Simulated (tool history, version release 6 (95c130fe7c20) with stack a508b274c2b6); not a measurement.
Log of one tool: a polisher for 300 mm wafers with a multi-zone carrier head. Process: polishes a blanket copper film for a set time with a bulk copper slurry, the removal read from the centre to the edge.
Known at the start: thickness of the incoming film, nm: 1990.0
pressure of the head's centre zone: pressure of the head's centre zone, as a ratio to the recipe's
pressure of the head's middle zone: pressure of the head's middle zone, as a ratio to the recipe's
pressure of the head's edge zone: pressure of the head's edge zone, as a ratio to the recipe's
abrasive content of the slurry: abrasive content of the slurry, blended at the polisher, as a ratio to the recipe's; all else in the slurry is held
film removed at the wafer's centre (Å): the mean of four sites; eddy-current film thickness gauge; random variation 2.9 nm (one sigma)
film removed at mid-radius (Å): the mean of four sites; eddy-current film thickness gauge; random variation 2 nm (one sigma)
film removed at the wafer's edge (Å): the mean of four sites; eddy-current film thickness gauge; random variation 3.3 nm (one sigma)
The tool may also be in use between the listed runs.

run,hour,flow of slurry (ml/min),pressure of the head's centre zone,pressure of the head's middle zone,pressure of the head's edge zone,abrasive content of the slurry,polishing time (s),film removed at the wafer's centre (Å),film removed at mid-radius (Å),film removed at the wafer's edge (Å)
1,0,270,1,1,1,1,38,2534.2,2515.8,2491.5
2,3.8,270,1,1.05,1,1,38,2597.8,2621.2,2555.6
3,5.5,270,1,1.05,1,1,30,2010.5,2081.4,2054.6
4,13.1,285,0.99,1.09,1.03,1.15,31,2155,2324.8,2214.3
5,19.7,285,0.99,1.1,1.07,1.25,32,2262,2450.2,2418.9
6,20.4,350,0.99,1.1,1.07,1.25,32,2337.4,2494,2410.3
7,24.7,345,0.99,1.12,1.09,1.3,33,2455.4,2632.3,2540.2

Forecast run 8:
8,32.9,345,0.98,1.14,1.11,1.35,33,?,?,?

film removed at the wafer's centre (Å): 2413
film removed at mid-radius (Å): 2699.9
film removed at the wafer's edge (Å): 2605.4
